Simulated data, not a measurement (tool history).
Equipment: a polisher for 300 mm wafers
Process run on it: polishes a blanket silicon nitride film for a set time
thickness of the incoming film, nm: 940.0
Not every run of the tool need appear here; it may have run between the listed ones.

run    day  flow of slurry (ml/min)  pressure of the wafer on the pad (kPa)  speed of the pad under the wafer (m/s)  polishing time (s)  film removed (nm)
  1  0.000                      165                                    25.5                                    1.18                 121             286.63
  2  0.292                      165                                    25.5                                    1.36                 121             316.57
  3  0.596                      165                                    23.4                                    1.36                 121             279.44
  4  0.633                      165                                    17.9                                    1.36                 121             225.44
  5  0.954                      165                                    17.2                                    1.36                 121             212.65
  6  1.179                      190                                    17.2                                    1.36                 121             218.09

Run 7 has not been measured yet. What should we expect?
  7  1.346                      180                                    12.4                                    1.34                 121                  ?

Run 7 yielded film removed (nm) 156.45.

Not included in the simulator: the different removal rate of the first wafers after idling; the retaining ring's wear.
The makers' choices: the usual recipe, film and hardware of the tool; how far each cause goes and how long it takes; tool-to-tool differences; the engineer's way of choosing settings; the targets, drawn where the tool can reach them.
